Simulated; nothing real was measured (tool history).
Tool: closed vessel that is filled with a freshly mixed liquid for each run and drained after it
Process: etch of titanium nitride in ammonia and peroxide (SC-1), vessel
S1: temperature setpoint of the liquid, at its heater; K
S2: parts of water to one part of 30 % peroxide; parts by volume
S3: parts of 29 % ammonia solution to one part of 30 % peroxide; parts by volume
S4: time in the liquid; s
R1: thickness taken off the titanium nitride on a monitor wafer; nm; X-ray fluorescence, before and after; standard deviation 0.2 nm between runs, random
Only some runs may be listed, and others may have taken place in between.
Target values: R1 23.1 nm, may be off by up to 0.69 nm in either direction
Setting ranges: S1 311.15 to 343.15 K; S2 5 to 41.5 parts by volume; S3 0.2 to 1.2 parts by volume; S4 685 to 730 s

Run 1, hour 0: S1 327.15 K, S2 23 parts by volume, S3 0.75 parts by volume, S4 685 s. Result: R1 30.243 nm.
Run 2, hour 1.1: S1 326.15 K, S2 23 parts by volume, S3 0.75 parts by volume, S4 685 s. Result: R1 28.016 nm.
Run 3, hour 5.1: S1 325.65 K, S2 23 parts by volume, S3 0.75 parts by volume, S4 685 s. Result: R1 27.448 nm.
Run 4, hour 13.9: S1 325.15 K, S2 23 parts by volume, S3 0.75 parts by volume, S4 685 s. Result: R1 26.334 nm.
Run 5, hour 19.3: S1 325.15 K, S2 23 parts by volume, S3 0.75 parts by volume, S4 730 s. Result: R1 28.004 nm.
Run 6, hour 24.8: S1 324.65 K, S2 23 parts by volume, S3 0.75 parts by volume, S4 730 s. Result: R1 27.044 nm.
Run 7, hour 28.4: S1 324.15 K, S2 23 parts by volume, S3 0.75 parts by volume, S4 730 s. Result: R1 25.809 nm.
Run 8, hour 34.2: S1 323.65 K, S2 23 parts by volume, S3 0.75 parts by volume, S4 730 s. Result: R1 24.707 nm.
Run 9, hour 36.7: S1 323.15 K, S2 23 parts by volume, S3 0.75 parts by volume, S4 730 s. Result: R1 24.324 nm.
At hour 38.3: new drum of ammonia solution connected.
Run 10, hour 38.3: S1 323.15 K, S2 23 parts by volume, S3 0.75 parts by volume, S4 730 s. Result: R1 24.757 nm.

4 next moves are on the table. One of them brings every result within its allowed miss. Which?
Run A, hour 39.9: S1 323.65 K, S2 17 parts by volume, S3 0.45 parts by volume, S4 685 s. Result: R1 ?.
Run B, hour 39.9: S1 325.15 K, S2 26 parts by volume, S3 0.6 parts by volume, S4 730 s. Result: R1 ?.
Run C, hour 39.9: S1 317.65 K, S2 12.5 parts by volume, S3 0.95 parts by volume, S4 700 s. Result: R1 ?.
Run D, hour 39.9: S1 316.15 K, S2 8 parts by volume, S3 0.85 parts by volume, S4 730 s. Result: R1 ?.

move      R1
   A  25.793
   B  25.364
   C  23.178
   D  26.687
A: the biggest miss grows against the last run
B: the biggest miss grows against the last run
C: meets every target
D: the biggest miss grows against the last run
The move that meets every target is C.

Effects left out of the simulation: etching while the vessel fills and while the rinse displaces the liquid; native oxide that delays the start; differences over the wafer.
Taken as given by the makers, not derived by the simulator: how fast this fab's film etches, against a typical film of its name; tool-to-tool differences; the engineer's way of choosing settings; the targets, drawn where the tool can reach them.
